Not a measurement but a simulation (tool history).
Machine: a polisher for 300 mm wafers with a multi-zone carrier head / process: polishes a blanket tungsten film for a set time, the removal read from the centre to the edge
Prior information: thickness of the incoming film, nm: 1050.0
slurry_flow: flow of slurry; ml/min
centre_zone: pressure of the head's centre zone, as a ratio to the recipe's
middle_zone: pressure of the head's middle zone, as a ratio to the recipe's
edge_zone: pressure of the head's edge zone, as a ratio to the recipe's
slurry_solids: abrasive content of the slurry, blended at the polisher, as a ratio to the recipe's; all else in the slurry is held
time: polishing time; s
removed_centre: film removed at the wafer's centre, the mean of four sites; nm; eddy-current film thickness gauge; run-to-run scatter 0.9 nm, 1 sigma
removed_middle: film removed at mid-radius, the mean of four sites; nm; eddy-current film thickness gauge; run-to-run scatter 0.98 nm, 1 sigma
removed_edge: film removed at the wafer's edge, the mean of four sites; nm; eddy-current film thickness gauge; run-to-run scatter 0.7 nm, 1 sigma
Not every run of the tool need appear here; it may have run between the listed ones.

run 1 hour=0 | slurry_flow=165 centre_zone=1 middle_zone=1 edge_zone=1 slurry_solids=1 time=35 | removed_centre=87.13 removed_middle=86.772 removed_edge=85.68
run 2 hour=3.4 | slurry_flow=165 centre_zone=1 middle_zone=1 edge_zone=1 slurry_solids=1 time=28 | removed_centre=70.391 removed_middle=68.781 removed_edge=68.828
run 3 hour=4.6 | slurry_flow=190 centre_zone=1 middle_zone=1 edge_zone=1 slurry_solids=1 time=28 | removed_centre=71.135 removed_middle=70.375 removed_edge=69.266
run 4 hour=10.7 | slurry_flow=190 centre_zone=1.01 middle_zone=1.03 edge_zone=1.04 slurry_solids=1.15 time=30 | removed_centre=81.086 removed_middle=80.554 removed_edge=78.537
run 5 hour=14.4 | slurry_flow=190 centre_zone=1.07 middle_zone=1.03 edge_zone=1.04 slurry_solids=1.15 time=30 | removed_centre=85.244 removed_middle=81.17 removed_edge=78.621
run 6 hour=16.1 | slurry_flow=190 centre_zone=1.06 middle_zone=1.06 edge_zone=1.07 slurry_solids=1.25 time=32 | removed_centre=92.497 removed_middle=89.81 removed_edge=87.047

Forecast run 7:
run 7 hour=20.5 | slurry_flow=235 centre_zone=1.01 middle_zone=1.16 edge_zone=1.17 slurry_solids=1.5 time=35 | removed_centre=? removed_middle=? removed_edge=?

{"run 7": {"removed_centre": 106.14, "removed_middle": 114.9, "removed_edge": 106.69}}
